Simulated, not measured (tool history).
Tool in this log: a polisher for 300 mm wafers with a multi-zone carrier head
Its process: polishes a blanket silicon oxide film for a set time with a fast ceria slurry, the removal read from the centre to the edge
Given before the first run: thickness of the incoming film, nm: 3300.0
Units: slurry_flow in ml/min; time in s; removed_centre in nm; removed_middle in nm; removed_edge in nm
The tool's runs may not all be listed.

| run | hour | slurry_flow | centre_zone | middle_zone | edge_zone | time | removed_centre | removed_middle | removed_edge |
|---|---|---|---|---|---|---|---|---|---|
| 1 | 0 | 315 | 1 | 1 | 1 | 65 | 730.56 | 706.4 | 720.45 |
| 2 | 2.2 | 315 | 1 | 1 | 1 | 72 | 817.01 | 776.66 | 805.41 |
| 3 | 8.9 | 315 | 1 | 1.06 | 1 | 72 | 810.93 | 825.14 | 781.11 |
| 4 | 9.4 | 315 | 1.03 | 1.01 | 0.96 | 59 | 685.66 | 643.77 | 633.41 |
| 5 | 11.3 | 315 | 1.03 | 0.93 | 0.96 | 59 | 686.44 | 605.61 | 625.94 |
| 6 | 18.9 | 305 | 1.03 | 0.89 | 0.95 | 51 | 594.37 | 502.79 | 539.91 |

For run 7, what comes out?
| 7 | 19.9 | 290 | 1.03 | 0.87 | 0.92 | 47 | ? | ? | ? |

{"run 7": {"removed_centre": 541.22, "removed_middle": 452.68, "removed_edge": 498.16}}
